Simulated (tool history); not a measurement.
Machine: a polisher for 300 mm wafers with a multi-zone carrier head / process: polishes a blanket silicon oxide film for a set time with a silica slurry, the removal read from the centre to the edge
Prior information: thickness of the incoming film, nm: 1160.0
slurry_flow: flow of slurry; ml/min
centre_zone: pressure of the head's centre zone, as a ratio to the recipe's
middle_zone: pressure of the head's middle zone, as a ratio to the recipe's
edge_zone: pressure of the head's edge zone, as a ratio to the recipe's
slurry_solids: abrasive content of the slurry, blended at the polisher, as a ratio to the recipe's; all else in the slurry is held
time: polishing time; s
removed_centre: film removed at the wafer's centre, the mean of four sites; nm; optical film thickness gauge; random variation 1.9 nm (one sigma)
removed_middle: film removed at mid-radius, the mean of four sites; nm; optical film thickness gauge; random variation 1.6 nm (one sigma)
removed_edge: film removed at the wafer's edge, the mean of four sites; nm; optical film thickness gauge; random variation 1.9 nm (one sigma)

run	hour	slurry_flow	centre_zone	middle_zone	edge_zone	slurry_solids	time	removed_centre	removed_middle	removed_edge
1	0	290	1	1	1	1	61	107.36	107.71	109.73
2	1.7	305	1.06	1.02	1.02	1.15	64	129.65	123.56	121.51
3	10.6	305	1.09	1.02	1.05	1.25	67	141.53	133.81	132.55
4	16.4	305	1.09	1.02	1.02	1.25	67	143.96	133.79	133.61
5	18.4	310	1.11	1.02	1.01	1.3	70	153.66	142.3	143.23
6	25.6	310	1.11	1.02	1.08	1.3	70	152.4	139.84	143.97
7	33.2	320	1.14	1.02	1.06	1.35	71	162.54	147.69	148.19
8	37.6	355	1.19	0.99	1.04	1.5	75	186.16	158.22	159.41

The next listed run, before its measurement:
9	44.9	355	1.19	0.99	1.04	1.5	76	?	?	?

removed_centre: 188.79 nm
removed_middle: 162.88 nm
removed_edge: 162.87 nm

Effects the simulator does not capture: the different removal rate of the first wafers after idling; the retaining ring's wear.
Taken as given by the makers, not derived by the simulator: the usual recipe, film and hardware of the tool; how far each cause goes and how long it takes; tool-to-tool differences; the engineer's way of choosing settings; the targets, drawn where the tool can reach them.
